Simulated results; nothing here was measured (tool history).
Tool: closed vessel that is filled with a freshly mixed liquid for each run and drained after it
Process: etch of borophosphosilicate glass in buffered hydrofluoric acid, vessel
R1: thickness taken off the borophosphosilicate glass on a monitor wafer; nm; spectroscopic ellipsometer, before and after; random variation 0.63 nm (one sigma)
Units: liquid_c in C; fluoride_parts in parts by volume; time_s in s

Run 1, day 0: liquid_c 24 C, fluoride_parts 18 parts by volume, time_s 90 s. Result: R1 81.36 nm.
Run 2, day 0.171: liquid_c 26 C, fluoride_parts 15.5 parts by volume, time_s 90 s. Result: R1 105.12 nm.
Run 3, day 0.238: liquid_c 27.5 C, fluoride_parts 14 parts by volume, time_s 90 s. Result: R1 125.71 nm.
Run 4, day 0.408: liquid_c 28.5 C, fluoride_parts 13 parts by volume, time_s 90 s. Result: R1 143.36 nm.
Run 5, day 0.625: liquid_c 28.5 C, fluoride_parts 13 parts by volume, time_s 95 s. Result: R1 150.54 nm.
Run 6, day 0.692: liquid_c 28.5 C, fluoride_parts 18 parts by volume, time_s 95 s. Result: R1 109.74 nm.
Run 7, day 0.817: liquid_c 29.5 C, fluoride_parts 16 parts by volume, time_s 95 s. Result: R1 129.84 nm.

Forecast run 8:
Run 8, day 0.875: liquid_c 30 C, fluoride_parts 14.5 parts by volume, time_s 95 s. Result: R1 ?.

R1: 145.59 nm
